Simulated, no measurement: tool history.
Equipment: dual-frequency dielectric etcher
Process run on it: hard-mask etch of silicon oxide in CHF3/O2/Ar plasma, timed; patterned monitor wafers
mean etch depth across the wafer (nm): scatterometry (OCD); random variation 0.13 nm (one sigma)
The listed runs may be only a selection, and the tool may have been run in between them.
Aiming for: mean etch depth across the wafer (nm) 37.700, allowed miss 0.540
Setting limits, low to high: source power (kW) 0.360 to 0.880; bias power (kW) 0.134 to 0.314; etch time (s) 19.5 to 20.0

| run | hour | source power (kW) | bias power (kW) | etch time (s) | mean etch depth across the wafer (nm) |
|---|---|---|---|---|---|
| 1 | 0.0 | 0.620 | 0.224 | 19.5 | 42.598 |
| 2 | 6.0 | 0.560 | 0.222 | 19.5 | 40.278 |
| 3 | 8.8 | 0.530 | 0.221 | 19.5 | 39.454 |
| 4 | 9.7 | 0.510 | 0.220 | 19.5 | 38.530 |
| 5 | 11.7 | 0.500 | 0.220 | 19.5 | 38.438 |
| 6 | 19.6 | 0.500 | 0.181 | 19.5 | 34.878 |
| 7 | 21.1 | 0.530 | 0.182 | 19.5 | 35.785 |
| 8 | 29.7 | 0.550 | 0.182 | 19.5 | 36.327 |
| 9 | 34.2 | 0.570 | 0.182 | 19.5 | 36.951 |
| 10 | 42.4 | 0.580 | 0.182 | 19.5 | 37.155 |

5 next moves are on the table. One of them brings every result within its allowed miss. Which?
| A | 50.6 | 0.680 | 0.169 | 20.0 | ? |
| B | 50.6 | 0.610 | 0.162 | 20.0 | ? |
| C | 50.6 | 0.450 | 0.227 | 19.5 | ? |
| D | 50.6 | 0.590 | 0.169 | 19.5 | ? |
| E | 50.6 | 0.610 | 0.184 | 20.0 | ? |

| move | mean etch depth across the wafer (nm) |
|---|---|
| A | 39.290 |
| B | 36.823 |
| C | 37.765 |
| D | 36.210 |
| E | 39.288 |
A: takes the biggest miss from the last run beyond its target
B: moves away from the targets compared with the last run
C: hits every target within its allowed miss
D: moves away from the targets compared with the last run
E: takes the biggest miss from the last run beyond its target
The right move is C.

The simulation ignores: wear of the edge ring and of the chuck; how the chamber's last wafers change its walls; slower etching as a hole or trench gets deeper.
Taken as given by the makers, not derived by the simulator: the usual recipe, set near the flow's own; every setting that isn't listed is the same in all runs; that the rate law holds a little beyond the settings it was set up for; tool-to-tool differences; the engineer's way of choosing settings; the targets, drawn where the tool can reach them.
